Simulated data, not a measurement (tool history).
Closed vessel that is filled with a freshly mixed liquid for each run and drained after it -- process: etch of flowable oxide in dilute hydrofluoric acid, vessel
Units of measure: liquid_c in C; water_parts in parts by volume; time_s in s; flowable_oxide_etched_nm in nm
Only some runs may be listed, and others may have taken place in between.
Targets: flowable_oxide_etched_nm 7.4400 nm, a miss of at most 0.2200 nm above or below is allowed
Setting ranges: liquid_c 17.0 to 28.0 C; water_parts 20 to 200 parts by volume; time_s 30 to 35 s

run 1 hour=0.0 | liquid_c=20.0 water_parts=110 time_s=35 | flowable_oxide_etched_nm=8.9324
run 2 hour=1.1 | liquid_c=19.5 water_parts=110 time_s=35 | flowable_oxide_etched_nm=8.8730
run 3 hour=9.9 | liquid_c=22.0 water_parts=110 time_s=35 | flowable_oxide_etched_nm=9.7472
run 4 hour=14.1 | liquid_c=20.0 water_parts=110 time_s=35 | flowable_oxide_etched_nm=9.0423
run 5 hour=16.0 | liquid_c=20.0 water_parts=110 time_s=35 | flowable_oxide_etched_nm=8.9689
run 6 hour=18.4 | liquid_c=19.5 water_parts=110 time_s=35 | flowable_oxide_etched_nm=8.6448
run 7 hour=25.5 | liquid_c=19.0 water_parts=110 time_s=35 | flowable_oxide_etched_nm=8.5342
run 8 hour=28.6 | liquid_c=18.5 water_parts=110 time_s=35 | flowable_oxide_etched_nm=8.3518
run 9 hour=30.0 | liquid_c=18.0 water_parts=110 time_s=35 | flowable_oxide_etched_nm=8.2702
run 10 hour=37.9 | liquid_c=17.5 water_parts=115 time_s=35 | flowable_oxide_etched_nm=7.6583

4 next moves are on the table. One of them brings every result within its allowed miss. Which?
run A hour=45.8 | liquid_c=18.5 water_parts=100 time_s=30 | flowable_oxide_etched_nm=?
run B hour=45.8 | liquid_c=18.0 water_parts=115 time_s=35 | flowable_oxide_etched_nm=?
run C hour=45.8 | liquid_c=19.5 water_parts=105 time_s=30 | flowable_oxide_etched_nm=?
run D hour=45.8 | liquid_c=19.5 water_parts=110 time_s=30 | flowable_oxide_etched_nm=?

move=A flowable_oxide_etched_nm=7.9706
move=B flowable_oxide_etched_nm=7.7952
move=C flowable_oxide_etched_nm=7.8689
move=D flowable_oxide_etched_nm=7.4704
A: its largest miss is bigger than the last run's
B: its largest miss is bigger than the last run's
C: its largest miss is bigger than the last run's
D: every result lands within tolerance
Move D is the one to make.
